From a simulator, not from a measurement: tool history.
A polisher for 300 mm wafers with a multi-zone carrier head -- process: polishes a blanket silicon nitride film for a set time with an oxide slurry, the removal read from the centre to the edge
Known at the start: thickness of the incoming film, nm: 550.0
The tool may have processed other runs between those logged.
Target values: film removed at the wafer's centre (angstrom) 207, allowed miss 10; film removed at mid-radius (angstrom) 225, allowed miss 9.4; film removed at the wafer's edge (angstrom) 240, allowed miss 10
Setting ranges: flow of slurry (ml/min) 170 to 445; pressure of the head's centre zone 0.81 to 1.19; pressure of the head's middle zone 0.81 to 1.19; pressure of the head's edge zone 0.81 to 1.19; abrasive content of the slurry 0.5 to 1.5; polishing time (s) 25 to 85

run	hour	flow of slurry (ml/min)	pressure of the head's centre zone	pressure of the head's middle zone	pressure of the head's edge zone	abrasive content of the slurry	polishing time (s)	film removed at the wafer's centre (angstrom)	film removed at mid-radius (angstrom)	film removed at the wafer's edge (angstrom)
1	0	285	1	1	1	1	55	310.66	291.71	318.64
2	7.4	285	1	1	1	1.15	55	338.85	322.86	347.73
3	9.7	285	0.96	1	0.98	1.05	55	291.21	302.21	327.4
4	15.8	285	0.96	1	0.96	0.95	55	284.08	287.92	300.41
5	22.1	285	0.96	1	0.88	0.95	55	277.33	285.88	289.73
6	23.7	285	0.96	1	0.88	0.95	60	314.34	309.15	313.15
7	27	280	0.93	0.98	0.87	0.85	60	272.05	274.25	286.83
8	28.3	280	0.91	0.97	0.86	0.8	60	245.77	262.19	275.57
9	31.5	280	0.91	0.96	0.85	0.75	60	231.96	244.98	258.19
10	39.1	280	0.9	0.95	0.84	0.75	60	228.34	239.52	255.63
11	41.9	280	0.89	0.95	0.83	0.75	60	229.74	244.44	253.83
12	44.3	275	0.88	0.94	0.83	0.75	60	224.84	241.38	250.27
# hour 51.2: edge zone pressure recalibrated
13	51.2	275	0.87	0.93	0.83	0.75	60	216.98	237.7	240.89
14	53.6	275	0.87	0.92	0.84	0.75	60	225.52	234.22	241.8
15	57.7	275	0.86	0.92	0.85	0.75	60	218.04	239.67	238.7
16	64.9	275	0.86	0.93	0.84	0.7	61	216.41	219.41	226.87
17	72.2	295	0.87	0.91	0.83	0.7	60	208.13	219.97	220.67
18	77.7	280	0.87	0.92	0.83	0.7	60	207.35	221.5	218.85
19	80.6	280	0.87	0.92	0.83	0.7	60	209.46	220.87	219.5
20	83.8	275	0.82	0.9	0.93	0.8	60	223.25	255.91	264.97
21	86.3	260	0.82	0.88	0.93	0.8	60	221.77	245.02	266.64
22	92.5	265	0.82	0.87	0.92	0.8	60	222.02	243.46	263.82

4 next moves are on the table. One of them brings every result within its allowed miss. Which?
A	98.7	240	0.81	0.86	0.87	0.9	51	?	?	?
B	98.7	170	0.81	0.81	1.05	0.8	62	?	?	?
C	98.7	170	0.84	0.81	1.07	0.85	55	?	?	?
D	98.7	170	0.81	0.81	1.16	0.75	59	?	?	?

move	film removed at the wafer's centre (angstrom)	film removed at mid-radius (angstrom)	film removed at the wafer's edge (angstrom)
A	205.56	225.71	240.03
B	211.4	224.69	276.2
C	204.89	210.35	261.06
D	188.85	200.7	259.52
A: in spec on every target
B: the biggest miss grows against the last run
C: gains on the last run, yet a result remains outside its allowed miss
D: the biggest miss grows against the last run
Answer: A

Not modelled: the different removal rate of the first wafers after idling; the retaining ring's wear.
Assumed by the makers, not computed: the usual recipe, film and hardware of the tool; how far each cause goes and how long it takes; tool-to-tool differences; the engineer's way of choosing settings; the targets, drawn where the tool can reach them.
